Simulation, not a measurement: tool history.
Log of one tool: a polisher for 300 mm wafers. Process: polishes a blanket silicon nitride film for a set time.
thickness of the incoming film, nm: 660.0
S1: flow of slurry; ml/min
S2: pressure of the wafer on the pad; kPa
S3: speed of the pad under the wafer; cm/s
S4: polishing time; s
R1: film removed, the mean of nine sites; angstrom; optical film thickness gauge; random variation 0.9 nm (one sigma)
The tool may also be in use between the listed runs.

| run | day | S1 | S2 | S3 | S4 | R1 |
|---|---|---|---|---|---|---|
| 1 | 0.000 | 305 | 32.4 | 114 | 44 | 929.98 |
| 2 | 0.254 | 355 | 32.4 | 114 | 44 | 917.11 |
| 3 | 0.388 | 355 | 29.6 | 114 | 44 | 876.42 |
| 4 | 0.529 | 355 | 29.6 | 114 | 39 | 745.96 |
| 5 | 0.662 | 355 | 29.0 | 114 | 39 | 746.18 |
| 6 | 0.971 | 355 | 33.1 | 114 | 39 | 816.06 |
| 7 | 1.267 | 355 | 31.0 | 112 | 39 | 790.38 |
| 8 | 1.633 | 355 | 29.6 | 112 | 39 | 751.59 |
| 9 | 1.800 | 355 | 28.3 | 112 | 39 | 708.61 |
| 10 | 1.896 | 355 | 27.6 | 112 | 39 | 710.47 |

Forecast run 11:
| 11 | 2.162 | 355 | 27.6 | 112 | 39 | ? |

{"run 11": {"R1": 709.72}}

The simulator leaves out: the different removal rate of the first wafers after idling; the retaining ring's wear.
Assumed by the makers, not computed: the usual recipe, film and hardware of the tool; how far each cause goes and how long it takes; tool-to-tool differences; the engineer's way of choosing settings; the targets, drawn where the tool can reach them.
